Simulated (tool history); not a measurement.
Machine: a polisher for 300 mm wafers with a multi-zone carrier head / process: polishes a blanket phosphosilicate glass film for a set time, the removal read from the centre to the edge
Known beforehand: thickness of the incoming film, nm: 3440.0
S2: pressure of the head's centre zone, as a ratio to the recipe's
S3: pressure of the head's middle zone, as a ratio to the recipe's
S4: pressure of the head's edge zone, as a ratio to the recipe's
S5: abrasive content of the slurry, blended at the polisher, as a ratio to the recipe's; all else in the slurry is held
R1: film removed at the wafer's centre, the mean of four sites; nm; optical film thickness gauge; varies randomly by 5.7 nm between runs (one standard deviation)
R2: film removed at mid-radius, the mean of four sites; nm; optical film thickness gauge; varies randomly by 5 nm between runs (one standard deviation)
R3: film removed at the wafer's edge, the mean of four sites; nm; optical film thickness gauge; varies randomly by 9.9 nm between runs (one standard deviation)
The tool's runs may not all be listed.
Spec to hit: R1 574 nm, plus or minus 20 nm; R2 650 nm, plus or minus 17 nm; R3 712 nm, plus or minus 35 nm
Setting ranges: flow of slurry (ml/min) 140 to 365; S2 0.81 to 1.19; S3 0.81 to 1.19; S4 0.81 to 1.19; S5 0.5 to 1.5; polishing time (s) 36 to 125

Run 1, hour 0: flow of slurry (ml/min) 235, S2 1, S3 1, S4 1, S5 1, polishing time (s) 80. Result: R1 531.63 nm, R2 529.77 nm, R3 526.85 nm.
Run 2, hour 7: flow of slurry (ml/min) 195, S2 1, S3 1, S4 1, S5 1, polishing time (s) 80. Result: R1 511.4 nm, R2 511.88 nm, R3 520.85 nm.
Run 3, hour 8.9: flow of slurry (ml/min) 195, S2 1, S3 1, S4 1, S5 0.85, polishing time (s) 80. Result: R1 482.3 nm, R2 481.68 nm, R3 474.68 nm.
Run 4, hour 13.8: flow of slurry (ml/min) 195, S2 1, S3 1, S4 1, S5 0.95, polishing time (s) 80. Result: R1 507.79 nm, R2 507.75 nm, R3 492.12 nm.
Run 5, hour 22.2: flow of slurry (ml/min) 195, S2 1, S3 1, S4 0.94, S5 0.95, polishing time (s) 80. Result: R1 505.63 nm, R2 507.81 nm, R3 489.13 nm.
Run 6, hour 28.5: flow of slurry (ml/min) 210, S2 0.98, S3 1.01, S4 0.99, S5 1.05, polishing time (s) 80. Result: R1 518.16 nm, R2 524.95 nm, R3 535.37 nm.
Run 7, hour 29.7: flow of slurry (ml/min) 225, S2 0.97, S3 1.04, S4 1.02, S5 1.15, polishing time (s) 80. Result: R1 534.07 nm, R2 564.07 nm, R3 541.04 nm.
Run 8, hour 32.5: flow of slurry (ml/min) 235, S2 0.94, S3 1.03, S4 1.03, S5 1.25, polishing time (s) 81. Result: R1 545.11 nm, R2 593.47 nm, R3 578.05 nm.
Run 9, hour 37.9: flow of slurry (ml/min) 240, S2 0.92, S3 1.01, S4 1.05, S5 1.3, polishing time (s) 82. Result: R1 554.8 nm, R2 591.4 nm, R3 601.92 nm.
Run 10, hour 43.2: flow of slurry (ml/min) 245, S2 0.9, S3 1.01, S4 1.07, S5 1.35, polishing time (s) 83. Result: R1 555.22 nm, R2 624.84 nm, R3 619.13 nm.
Run 11, hour 51.3: flow of slurry (ml/min) 245, S2 0.89, S3 0.99, S4 1.09, S5 1.4, polishing time (s) 84. Result: R1 564.57 nm, R2 612.71 nm, R3 637.44 nm.

Which single option among these 5 for the next run brings every result within its allowed miss of target? Just one does.
Run A, hour 59.4: flow of slurry (ml/min) 215, S2 0.81, S3 1, S4 1.12, S5 1.5, polishing time (s) 92. Result: R1 ?, R2 ?, R3 ?.
Run B, hour 59.4: flow of slurry (ml/min) 205, S2 0.81, S3 1.01, S4 1.08, S5 1.5, polishing time (s) 94. Result: R1 ?, R2 ?, R3 ?.
Run C, hour 59.4: flow of slurry (ml/min) 285, S2 0.81, S3 0.94, S4 1.13, S5 1.35, polishing time (s) 92. Result: R1 ?, R2 ?, R3 ?.
Run D, hour 59.4: flow of slurry (ml/min) 245, S2 0.92, S3 0.82, S4 1.13, S5 1.25, polishing time (s) 91. Result: R1 ?, R2 ?, R3 ?.
Run E, hour 59.4: flow of slurry (ml/min) 205, S2 1.13, S3 1.06, S4 1.03, S5 1.35, polishing time (s) 75. Result: R1 ?, R2 ?, R3 ?.

move      R1      R2      R3
   A   574.2  688.63  710.78
   B  581.89  704.02  708.97
   C  578.68  658.41  711.26
   D  605.54  561.28  678.54
   E   588.8   564.8  534.72
A: moves the result that the last run missed by most past its target, out the other side
B: moves the result that the last run missed by most past its target, out the other side
C: every result lands within tolerance
D: its largest miss is bigger than the last run's
E: its largest miss is bigger than the last run's
The right move is C.
